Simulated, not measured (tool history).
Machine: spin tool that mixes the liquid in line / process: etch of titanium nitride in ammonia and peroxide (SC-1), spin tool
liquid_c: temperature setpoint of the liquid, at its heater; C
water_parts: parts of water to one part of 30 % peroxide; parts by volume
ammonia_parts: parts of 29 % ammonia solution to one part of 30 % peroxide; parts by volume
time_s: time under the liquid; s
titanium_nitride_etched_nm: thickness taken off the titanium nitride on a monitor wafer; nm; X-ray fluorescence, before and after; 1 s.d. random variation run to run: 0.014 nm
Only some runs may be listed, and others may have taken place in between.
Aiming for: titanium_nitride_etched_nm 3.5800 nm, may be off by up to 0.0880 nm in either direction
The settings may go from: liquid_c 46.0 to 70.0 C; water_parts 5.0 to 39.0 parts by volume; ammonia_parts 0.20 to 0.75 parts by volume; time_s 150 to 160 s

| run | hour | liquid_c | water_parts | ammonia_parts | time_s | titanium_nitride_etched_nm |
|---|---|---|---|---|---|---|
| 1 | 0.0 | 62.0 | 21.5 | 0.45 | 150 | 10.3850 |
| 2 | 2.2 | 62.0 | 16.5 | 0.45 | 150 | 12.1000 |
| 3 | 9.2 | 58.0 | 18.0 | 0.45 | 150 | 8.8501 |
| 4 | 10.2 | 61.0 | 18.0 | 0.45 | 150 | 10.8090 |
| 5 | 11.3 | 61.0 | 18.0 | 0.45 | 160 | 11.5280 |
| 6 | 17.4 | 57.5 | 19.5 | 0.45 | 160 | 8.7070 |
| 7 | 25.6 | 54.5 | 20.0 | 0.45 | 160 | 7.0212 |
| 8 | 31.1 | 52.5 | 20.5 | 0.45 | 160 | 6.0289 |
| 9 | 34.0 | 52.5 | 20.5 | 0.45 | 160 | 6.0800 |
| 10 | 39.3 | 51.0 | 21.0 | 0.45 | 160 | 5.3930 |
| 11 | 45.5 | 50.0 | 21.5 | 0.45 | 160 | 4.9635 |
| 12 | 52.8 | 49.0 | 22.0 | 0.45 | 160 | 4.5952 |
| 13 | 55.4 | 48.5 | 22.5 | 0.45 | 160 | 4.3597 |
| 14 | 61.9 | 48.0 | 22.5 | 0.45 | 160 | 4.2221 |

Next run, 5 choices. One meets every target within its allowed miss, the rest don't. Which?
| A | 68.4 | 51.0 | 27.0 | 0.40 | 160 | ? |
| B | 68.4 | 48.0 | 26.5 | 0.45 | 150 | ? |
| C | 68.4 | 46.5 | 25.5 | 0.45 | 155 | ? |
| D | 68.4 | 46.5 | 24.5 | 0.40 | 155 | ? |
| E | 68.4 | 47.0 | 29.5 | 0.60 | 150 | ? |

| move | titanium_nitride_etched_nm |
|---|---|
| A | 4.5481 |
| B | 3.5738 |
| C | 3.3938 |
| D | 3.3948 |
| E | 3.3079 |
A: misses by more than the last run did
B: every result within its allowed miss
C: takes the result that was furthest off past its target
D: takes the result that was furthest off past its target
E: takes the result that was furthest off past its target
Correct choice: B, which meets every target
